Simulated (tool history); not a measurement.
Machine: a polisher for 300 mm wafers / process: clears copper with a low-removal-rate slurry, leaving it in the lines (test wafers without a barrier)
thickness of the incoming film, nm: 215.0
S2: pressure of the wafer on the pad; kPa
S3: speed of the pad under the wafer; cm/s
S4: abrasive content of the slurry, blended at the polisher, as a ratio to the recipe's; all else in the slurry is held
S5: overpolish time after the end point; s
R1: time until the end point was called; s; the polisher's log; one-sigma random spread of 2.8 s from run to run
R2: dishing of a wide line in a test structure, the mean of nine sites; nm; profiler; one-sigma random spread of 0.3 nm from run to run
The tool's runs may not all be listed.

Run 1, day 0: flow of slurry (ml/min) 275, S2 17.9 kPa, S3 114 cm/s, S4 1, S5 30 s. Result: R1 65.275 s, R2 66.519 nm.
Run 2, day 0.262: flow of slurry (ml/min) 275, S2 16.5 kPa, S3 108 cm/s, S4 1, S5 27 s. Result: R1 77.163 s, R2 54.78 nm.
Run 3, day 0.608: flow of slurry (ml/min) 270, S2 15.2 kPa, S3 106 cm/s, S4 0.95, S5 25 s. Result: R1 85.547 s, R2 47.662 nm.
Run 4, day 0.771: flow of slurry (ml/min) 270, S2 15.2 kPa, S3 106 cm/s, S4 0.95, S5 37 s. Result: R1 83.419 s, R2 64.711 nm.
Run 5, day 1.108: flow of slurry (ml/min) 270, S2 15.2 kPa, S3 106 cm/s, S4 0.95, S5 27 s. Result: R1 87.054 s, R2 51.257 nm.
Run 6, day 1.221: flow of slurry (ml/min) 270, S2 11 kPa, S3 106 cm/s, S4 0.95, S5 27 s. Result: R1 119.95 s, R2 39.918 nm.

What does the tool deliver on the next run?
Run 7, day 1.242: flow of slurry (ml/min) 260, S2 11 kPa, S3 98 cm/s, S4 0.9, S5 25 s. Result: R1 ?, R2 ?.

{"run 7": {"R1": 123.87, "R2": 33.438}}
